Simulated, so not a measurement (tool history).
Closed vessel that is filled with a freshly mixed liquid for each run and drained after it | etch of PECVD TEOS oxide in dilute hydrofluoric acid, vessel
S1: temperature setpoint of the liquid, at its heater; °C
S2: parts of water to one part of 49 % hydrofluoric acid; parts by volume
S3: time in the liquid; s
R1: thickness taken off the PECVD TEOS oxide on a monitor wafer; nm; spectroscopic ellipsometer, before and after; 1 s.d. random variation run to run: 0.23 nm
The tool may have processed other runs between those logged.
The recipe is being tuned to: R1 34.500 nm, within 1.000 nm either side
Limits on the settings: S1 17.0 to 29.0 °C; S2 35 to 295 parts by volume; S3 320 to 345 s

run 1 hour=0.0 | S1=21.0 S2=165 S3=320 | R1=11.872
run 2 hour=2.6 | S1=23.5 S2=130 S3=320 | R1=16.956
run 3 hour=5.5 | S1=23.5 S2=130 S3=320 | R1=17.284
run 4 hour=11.3 | S1=23.5 S2=130 S3=320 | R1=17.217
run 5 hour=17.2 | S1=25.5 S2=110 S3=320 | R1=22.561
run 6 hour=19.8 | S1=23.5 S2=110 S3=320 | R1=20.932
run 7 hour=25.2 | S1=27.5 S2=60 S3=320 | R1=47.812
run 8 hour=32.5 | S1=26.0 S2=60 S3=320 | R1=45.242
run 9 hour=36.4 | S1=24.0 S2=60 S3=320 | R1=41.419
run 10 hour=42.8 | S1=22.5 S2=60 S3=320 | R1=38.631
run 11 hour=48.6 | S1=21.5 S2=60 S3=320 | R1=37.357
run 12 hour=56.4 | S1=21.0 S2=60 S3=320 | R1=36.456
run 13 hour=59.5 | S1=20.5 S2=60 S3=320 | R1=35.511

Exactly one of the 4 candidate moves below puts every result within its allowed miss. Which one?
run A hour=62.6 | S1=21.5 S2=60 S3=320 | R1=?
run B hour=62.6 | S1=20.5 S2=70 S3=345 | R1=?
run C hour=62.6 | S1=20.0 S2=60 S3=340 | R1=?
run D hour=62.6 | S1=21.5 S2=65 S3=325 | R1=?

move=A R1=37.048
move=B R1=32.441
move=C R1=36.932
move=D R1=34.528
A: lands further from the targets than the last run did
B: pushes the last run's worst result past its target
C: lands further from the targets than the last run did
D: all results land within tolerance of their targets
Answer: D
